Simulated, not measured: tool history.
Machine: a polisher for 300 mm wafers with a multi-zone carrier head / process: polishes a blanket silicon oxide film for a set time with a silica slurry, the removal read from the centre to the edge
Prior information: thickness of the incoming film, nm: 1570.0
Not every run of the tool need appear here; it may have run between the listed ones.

run,hour,flow of slurry (ml/min),pressure of the head's centre zone,pressure of the head's middle zone,pressure of the head's edge zone,abrasive content of the slurry,polishing time (s),film removed at the wafer's centre (nm),film removed at mid-radius (nm),film removed at the wafer's edge (nm)
1,0,180,1,1,1,1,83,283.9,281.99,284.96
2,7.5,195,1,1,1,1,83,293.98,283.8,289.81
3,12.3,200,0.97,0.99,1.04,1.1,84,299.65,298.41,315.58
4,18.3,200,0.97,0.99,1.04,1.25,84,316.63,318.15,333.94
5,19.9,200,0.97,0.99,0.97,1.25,84,320.77,321.59,320.73
6,21,200,0.97,0.99,0.9,1.25,84,318.93,317.31,312.79
7,25.6,205,0.95,0.97,0.95,1.3,85,317.53,318.72,322.42
8,32.1,205,0.94,0.96,1.01,1.35,86,325.47,335.36,348.49
9,33.5,225,0.93,0.89,1.11,1.45,86,329.34,320.41,378.68
10,36,225,0.93,0.9,1.12,1.45,86,333.02,322.92,378.64
11,44.3,225,0.92,0.91,1.13,1.45,87,332.97,330.52,390.04

What will run 12 give?
12,53.1,225,0.92,0.92,1.14,1.45,87,?,?,?

{"run 12": {"film removed at the wafer's centre (nm)": 341.37, "film removed at mid-radius (nm)": 328.44, "film removed at the wafer's edge (nm)": 389.4}}

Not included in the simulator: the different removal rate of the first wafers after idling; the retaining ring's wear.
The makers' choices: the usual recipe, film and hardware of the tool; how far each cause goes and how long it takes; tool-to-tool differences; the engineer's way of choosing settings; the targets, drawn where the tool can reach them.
